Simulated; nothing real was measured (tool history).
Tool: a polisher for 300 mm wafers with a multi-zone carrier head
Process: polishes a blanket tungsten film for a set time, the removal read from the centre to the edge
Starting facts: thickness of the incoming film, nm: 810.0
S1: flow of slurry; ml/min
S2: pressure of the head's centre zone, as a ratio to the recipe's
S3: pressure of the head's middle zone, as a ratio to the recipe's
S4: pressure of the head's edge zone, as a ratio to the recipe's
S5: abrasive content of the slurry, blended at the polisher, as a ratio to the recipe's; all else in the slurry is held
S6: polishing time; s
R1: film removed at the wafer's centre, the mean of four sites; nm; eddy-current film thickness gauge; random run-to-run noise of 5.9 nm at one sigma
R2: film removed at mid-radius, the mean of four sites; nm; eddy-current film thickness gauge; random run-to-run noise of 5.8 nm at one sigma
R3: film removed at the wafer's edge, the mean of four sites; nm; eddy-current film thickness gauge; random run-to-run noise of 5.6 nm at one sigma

Run 1, day 0.000: S1 125 ml/min, S2 1.00, S3 1.00, S4 1.00, S5 1.00, S6 39 s. Result: R1 262.54 nm, R2 262.96 nm, R3 258.59 nm.
Run 2, day 0.221: S1 125 ml/min, S2 1.00, S3 1.00, S4 1.00, S5 1.15, S6 39 s. Result: R1 276.17 nm, R2 277.50 nm, R3 266.99 nm.
Run 3, day 0.517: S1 125 ml/min, S2 1.00, S3 1.00, S4 1.00, S5 1.15, S6 44 s. Result: R1 311.80 nm, R2 305.79 nm, R3 292.24 nm.
Run 4, day 0.658: S1 125 ml/min, S2 1.00, S3 1.00, S4 1.00, S5 1.25, S6 44 s. Result: R1 315.37 nm, R2 312.82 nm, R3 304.39 nm.
Run 5, day 0.904: S1 140 ml/min, S2 1.06, S3 1.02, S4 1.01, S5 1.35, S6 46 s. Result: R1 366.99 nm, R2 348.10 nm, R3 327.48 nm.
At day 1.262: worn pad replaced by a new one.
Run 6, day 1.262: S1 150 ml/min, S2 1.10, S3 1.02, S4 1.02, S5 1.40, S6 47 s. Result: R1 428.03 nm, R2 393.65 nm, R3 367.04 nm.

What does the tool deliver on the next run?
Run 7, day 1.288: S1 160 ml/min, S2 1.12, S3 1.01, S4 1.01, S5 1.40, S6 47 s. Result: R1 ?, R2 ?, R3 ?.

R1: 449.00 nm
R2: 392.76 nm
R3: 371.13 nm
